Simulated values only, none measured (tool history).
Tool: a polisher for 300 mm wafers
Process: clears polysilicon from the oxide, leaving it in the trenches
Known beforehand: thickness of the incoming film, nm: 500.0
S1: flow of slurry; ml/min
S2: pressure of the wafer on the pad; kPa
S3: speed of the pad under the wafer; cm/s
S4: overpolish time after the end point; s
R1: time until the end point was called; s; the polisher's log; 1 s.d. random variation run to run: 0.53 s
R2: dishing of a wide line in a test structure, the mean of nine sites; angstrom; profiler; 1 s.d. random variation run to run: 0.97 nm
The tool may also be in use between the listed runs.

run 1 hour=0 | S1=155 S2=24.1 S3=96 S4=28 | R1=23.817 R2=529.74
run 2 hour=5 | S1=155 S2=22.8 S3=96 S4=28 | R1=23.12 R2=510.36
run 3 hour=11.5 | S1=155 S2=22.8 S3=106 S4=28 | R1=21.277 R2=488.26
run 4 hour=16.2 | S1=170 S2=22.8 S3=106 S4=28 | R1=21.568 R2=480.23
run 5 hour=20.8 | S1=170 S2=22.8 S3=106 S4=19 | R1=21.361 R2=502.48
run 6 hour=22.3 | S1=170 S2=22.8 S3=82 S4=19 | R1=27.521 R2=507.39
run 7 hour=26.6 | S1=175 S2=21.4 S3=82 S4=19 | R1=28.556 R2=502.25

Run 8 comes next. What will it give?
run 8 hour=29.4 | S1=180 S2=20 S3=82 S4=19 | R1=? R2=?

Run 8 came out at R1 29.008 s, R2 500.39 angstrom.
